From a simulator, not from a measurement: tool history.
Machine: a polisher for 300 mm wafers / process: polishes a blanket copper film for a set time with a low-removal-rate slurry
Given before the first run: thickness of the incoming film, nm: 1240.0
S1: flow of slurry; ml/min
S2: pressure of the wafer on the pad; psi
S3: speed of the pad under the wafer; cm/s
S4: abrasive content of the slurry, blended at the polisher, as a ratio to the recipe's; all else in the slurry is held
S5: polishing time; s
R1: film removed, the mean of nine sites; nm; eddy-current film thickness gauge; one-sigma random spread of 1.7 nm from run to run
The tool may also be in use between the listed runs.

run 1 hour=0 | S1=280 S2=2.9 S3=136 S4=1 S5=114 | R1=402.14
run 2 hour=4.3 | S1=280 S2=2.4 S3=128 S4=1 S5=114 | R1=326.46
run 3 hour=11.5 | S1=280 S2=2.4 S3=128 S4=1.2 S5=114 | R1=338.92
run 4 hour=12.4 | S1=280 S2=2.4 S3=128 S4=1.2 S5=119 | R1=354.09
run 5 hour=13 | S1=280 S2=2.4 S3=96 S4=1.2 S5=119 | R1=273.2
run 6 hour=20.2 | S1=280 S2=2 S3=96 S4=1.2 S5=119 | R1=230.57

Run 7 comes next. What will it give?
run 7 hour=26.5 | S1=280 S2=1.8 S3=96 S4=1.2 S5=119 | R1=?

{"run 7": {"R1": 217.56}}

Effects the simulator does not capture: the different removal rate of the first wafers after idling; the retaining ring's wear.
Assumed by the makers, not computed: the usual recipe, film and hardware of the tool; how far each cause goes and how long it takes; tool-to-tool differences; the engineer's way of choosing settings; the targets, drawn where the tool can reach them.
